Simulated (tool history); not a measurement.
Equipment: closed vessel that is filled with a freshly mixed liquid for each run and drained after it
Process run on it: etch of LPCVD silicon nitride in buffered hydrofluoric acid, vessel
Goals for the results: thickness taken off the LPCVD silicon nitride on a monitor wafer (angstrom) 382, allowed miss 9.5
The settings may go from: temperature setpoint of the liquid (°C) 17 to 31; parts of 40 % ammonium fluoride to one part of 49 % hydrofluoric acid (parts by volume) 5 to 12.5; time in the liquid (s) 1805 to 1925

run	hour	temperature setpoint of the liquid (°C)	parts of 40 % ammonium fluoride to one part of 49 % hydrofluoric acid (parts by volume)	time in the liquid (s)	thickness taken off the LPCVD silicon nitride on a monitor wafer (angstrom)
1	0	23	7.5	1805	299.2
2	9.6	23	8.5	1805	263.08
3	12.9	23	10	1805	230.18
4	21.7	24.5	10	1805	250.01
5	27.6	25.5	10	1805	264.52
6	32.2	26.5	10	1805	277.55
7	37.8	27	10	1805	287.15
8	39.1	31	9.5	1805	364.61

Which of these 5 next moves meets every target?
A	40.4	31	9.5	1875	?
B	40.4	31	10.5	1805	?
C	40.4	31	10	1805	?
D	40.4	30.5	9.5	1805	?
E	40.4	31	10.5	1815	?

move	thickness taken off the LPCVD silicon nitride on a monitor wafer (angstrom)
A	379.43
B	337.32
C	353.68
D	355.86
E	339.19
A: in spec on every target
B: further off than the last run
C: further off than the last run
D: further off than the last run
E: further off than the last run
Answer: A
